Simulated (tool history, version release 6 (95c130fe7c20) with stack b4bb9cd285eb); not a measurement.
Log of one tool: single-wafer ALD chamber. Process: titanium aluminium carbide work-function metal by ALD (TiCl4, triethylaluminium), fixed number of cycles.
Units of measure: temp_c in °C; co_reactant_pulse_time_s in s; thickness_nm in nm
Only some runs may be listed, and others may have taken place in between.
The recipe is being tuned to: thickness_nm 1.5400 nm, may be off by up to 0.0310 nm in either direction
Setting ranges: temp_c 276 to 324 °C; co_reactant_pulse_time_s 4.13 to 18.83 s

run	hour	temp_c	co_reactant_pulse_time_s	thickness_nm
1	0.0	300	11.48	1.8538
2	2.0	296	10.40	1.7795
3	10.7	293	9.97	1.7379
4	15.0	291	9.67	1.6838
5	19.8	287	9.67	1.6591
6	21.8	286	9.53	1.6257
# hour 28.8: triethylaluminium bottle replaced
7	28.8	285	9.46	1.7249
8	33.9	284	8.68	1.6846
9	42.9	283	10.17	1.7185
10	51.2	283	9.56	1.7087
11	57.7	283	8.87	1.6648
12	61.7	282	8.29	1.6407
13	62.6	276	4.62	1.0283
14	71.4	276	4.62	1.0314
15	72.4	278	5.16	1.1949
16	78.9	282	5.44	1.2856
17	86.5	284	5.47	1.3067
18	88.5	286	5.50	1.3134
19	92.2	288	5.54	1.3395
20	100.6	290	5.58	1.3738
21	104.8	292	5.61	1.3802
22	106.1	294	5.65	1.4099
23	110.1	296	5.68	1.4293
24	115.1	297	5.71	1.4428

Exercise: of the 4 proposed moves below, exactly one satisfies all targets within the stated allowed misses. Which move is it?
A	120.1	288	6.17	?
B	120.1	298	6.71	?
C	120.1	298	5.90	?
D	120.1	295	6.36	?

move	thickness_nm
A	1.4637
B	1.6236
C	1.4904
D	1.5483
A: closer than the last run, but not yet in spec
B: pushes the last run's worst result past its target
C: closer than the last run, but not yet in spec
D: every result lands within tolerance
So the answer is move D, the one that meets all the targets.
